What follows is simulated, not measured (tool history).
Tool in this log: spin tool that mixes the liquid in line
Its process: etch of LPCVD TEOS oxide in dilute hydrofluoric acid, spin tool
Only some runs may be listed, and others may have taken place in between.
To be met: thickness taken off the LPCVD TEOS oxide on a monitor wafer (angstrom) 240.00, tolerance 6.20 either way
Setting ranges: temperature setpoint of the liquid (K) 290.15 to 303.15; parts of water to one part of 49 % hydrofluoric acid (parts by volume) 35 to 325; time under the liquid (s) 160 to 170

run,day,temperature setpoint of the liquid (K),parts of water to one part of 49 % hydrofluoric acid (parts by volume),time under the liquid (s),thickness taken off the LPCVD TEOS oxide on a monitor wafer (angstrom)
1,0.000,295.15,180,160,224.52
2,0.096,295.65,180,160,223.40
3,0.250,295.65,205,160,195.55
4,0.362,297.15,205,160,203.93
# day 0.542: hydrofluoric acid flow meter replaced
5,0.542,297.15,260,160,140.56
6,0.883,297.15,260,160,140.96
7,1.171,298.65,245,160,157.97
8,1.367,299.65,230,160,180.03
9,1.662,300.65,220,160,196.73
10,1.696,301.15,215,160,204.58
11,1.904,301.65,210,160,214.37
12,2.271,302.15,205,160,228.49
13,2.600,302.65,205,160,232.25

Which one of the following 5 next-run settings gets every result inside its allowed miss? There is exactly one.
A,2.929,299.15,195,165,?
B,2.929,298.65,190,160,?
C,2.929,299.65,200,170,?
D,2.929,302.65,210,160,?
E,2.929,303.15,200,160,?

move,thickness taken off the LPCVD TEOS oxide on a monitor wafer (angstrom)
A,221.73
B,217.92
C,225.52
D,222.07
E,240.12
A: its largest miss is bigger than the last run's
B: its largest miss is bigger than the last run's
C: its largest miss is bigger than the last run's
D: its largest miss is bigger than the last run's
E: each result inside its tolerance
E is the move that brings every result within its allowed miss.

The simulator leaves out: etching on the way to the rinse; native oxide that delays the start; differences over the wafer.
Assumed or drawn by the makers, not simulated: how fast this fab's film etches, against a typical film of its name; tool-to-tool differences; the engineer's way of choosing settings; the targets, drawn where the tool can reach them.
